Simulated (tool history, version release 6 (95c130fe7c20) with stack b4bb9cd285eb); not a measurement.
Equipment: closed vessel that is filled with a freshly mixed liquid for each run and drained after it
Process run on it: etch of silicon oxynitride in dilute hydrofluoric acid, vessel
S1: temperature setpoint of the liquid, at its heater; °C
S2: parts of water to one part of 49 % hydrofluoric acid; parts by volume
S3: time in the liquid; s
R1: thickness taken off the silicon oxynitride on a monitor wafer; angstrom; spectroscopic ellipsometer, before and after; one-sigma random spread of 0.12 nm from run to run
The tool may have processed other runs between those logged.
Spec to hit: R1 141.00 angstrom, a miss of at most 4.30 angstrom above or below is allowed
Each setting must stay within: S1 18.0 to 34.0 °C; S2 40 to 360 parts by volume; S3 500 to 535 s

| run | hour | S1 | S2 | S3 | R1 |
|---|---|---|---|---|---|
| 1 | 0.0 | 26.0 | 200 | 500 | 114.02 |
| 2 | 3.4 | 26.0 | 200 | 500 | 114.41 |
| 3 | 5.5 | 27.0 | 200 | 500 | 118.50 |
| 4 | 10.8 | 27.0 | 200 | 500 | 119.11 |
| 5 | 14.1 | 28.0 | 200 | 500 | 125.90 |
| 6 | 17.6 | 28.5 | 200 | 500 | 126.24 |
|  | 19.1 | hydrofluoric acid flow meter replaced |
| 7 | 19.1 | 29.0 | 200 | 500 | 116.05 |
| 8 | 20.1 | 29.0 | 195 | 500 | 118.70 |
| 9 | 20.6 | 29.0 | 185 | 500 | 126.54 |
| 10 | 23.0 | 29.0 | 180 | 500 | 130.36 |

Of the 5 settings listed for the next run, only one would bring every result within its allowed miss of target. Which one?
| A | 25.4 | 28.5 | 200 | 520 | ? |
| B | 25.4 | 30.0 | 190 | 500 | ? |
| C | 25.4 | 25.0 | 175 | 530 | ? |
| D | 25.4 | 27.0 | 190 | 510 | ? |
| E | 25.4 | 22.5 | 130 | 500 | ? |

| move | R1 |
|---|---|
| A | 119.85 |
| B | 130.42 |
| C | 122.33 |
| D | 116.99 |
| E | 143.47 |
A: lands further from the targets than the last run did
B: just as far off the targets as the last run
C: lands further from the targets than the last run did
D: lands further from the targets than the last run did
E: every result lands within tolerance
E meets every target.

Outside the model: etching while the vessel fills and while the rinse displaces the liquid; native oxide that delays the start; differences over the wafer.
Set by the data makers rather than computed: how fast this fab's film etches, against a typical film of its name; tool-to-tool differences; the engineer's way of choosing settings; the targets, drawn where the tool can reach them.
